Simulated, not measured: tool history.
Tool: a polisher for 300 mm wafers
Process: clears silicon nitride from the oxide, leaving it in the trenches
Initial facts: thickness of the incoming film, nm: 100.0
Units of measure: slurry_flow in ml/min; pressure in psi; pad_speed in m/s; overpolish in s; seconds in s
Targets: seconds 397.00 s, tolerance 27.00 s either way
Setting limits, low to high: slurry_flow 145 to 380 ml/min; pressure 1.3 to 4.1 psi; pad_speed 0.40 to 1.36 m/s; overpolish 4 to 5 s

Run 1, hour 0.0: slurry_flow 245 ml/min, pressure 2.7 psi, pad_speed 0.88 m/s, overpolish 5 s. Result: seconds 179.41 s.
Run 2, hour 2.8: slurry_flow 245 ml/min, pressure 2.7 psi, pad_speed 0.88 m/s, overpolish 5 s. Result: seconds 183.81 s.
Run 3, hour 11.1: slurry_flow 245 ml/min, pressure 2.3 psi, pad_speed 0.82 m/s, overpolish 5 s. Result: seconds 222.09 s.
Run 4, hour 14.1: slurry_flow 245 ml/min, pressure 2.3 psi, pad_speed 0.82 m/s, overpolish 4 s. Result: seconds 226.53 s.
Run 5, hour 17.2: slurry_flow 245 ml/min, pressure 2.0 psi, pad_speed 0.76 m/s, overpolish 4 s. Result: seconds 274.19 s.
Run 6, hour 22.5: slurry_flow 245 ml/min, pressure 1.8 psi, pad_speed 0.74 m/s, overpolish 4 s. Result: seconds 302.27 s.
At hour 29.6: worn pad replaced by a new one.
Run 7, hour 29.6: slurry_flow 245 ml/min, pressure 1.7 psi, pad_speed 0.72 m/s, overpolish 4 s. Result: seconds 285.10 s.
Run 8, hour 37.3: slurry_flow 200 ml/min, pressure 1.3 psi, pad_speed 0.48 m/s, overpolish 4 s. Result: seconds 496.53 s.
Run 9, hour 44.2: slurry_flow 200 ml/min, pressure 1.3 psi, pad_speed 0.48 m/s, overpolish 4 s. Result: seconds 490.47 s.
Run 10, hour 48.2: slurry_flow 205 ml/min, pressure 1.4 psi, pad_speed 0.48 m/s, overpolish 4 s. Result: seconds 450.43 s.
Run 11, hour 49.4: slurry_flow 210 ml/min, pressure 1.5 psi, pad_speed 0.48 m/s, overpolish 4 s. Result: seconds 445.35 s.
Run 12, hour 53.5: slurry_flow 210 ml/min, pressure 1.5 psi, pad_speed 0.48 m/s, overpolish 4 s. Result: seconds 445.99 s.

Which one of the following 5 next-run settings gets every result inside its allowed miss? There is exactly one.
Run A, hour 57.6: slurry_flow 190 ml/min, pressure 1.5 psi, pad_speed 0.40 m/s, overpolish 4 s. Result: seconds ?.
Run B, hour 57.6: slurry_flow 195 ml/min, pressure 1.7 psi, pad_speed 0.40 m/s, overpolish 5 s. Result: seconds ?.
Run C, hour 57.6: slurry_flow 260 ml/min, pressure 1.6 psi, pad_speed 0.50 m/s, overpolish 4 s. Result: seconds ?.
Run D, hour 57.6: slurry_flow 210 ml/min, pressure 1.6 psi, pad_speed 0.44 m/s, overpolish 4 s. Result: seconds ?.
Run E, hour 57.6: slurry_flow 190 ml/min, pressure 1.4 psi, pad_speed 0.46 m/s, overpolish 4 s. Result: seconds ?.

move  seconds
   A   510.08
   B   458.79
   C   404.14
   D   449.76
   E   491.56
A: misses by more than the last run did
B: misses by more than the last run did
C: each result inside its tolerance
D: misses by more than the last run did
E: misses by more than the last run did
The move that meets every target is C.
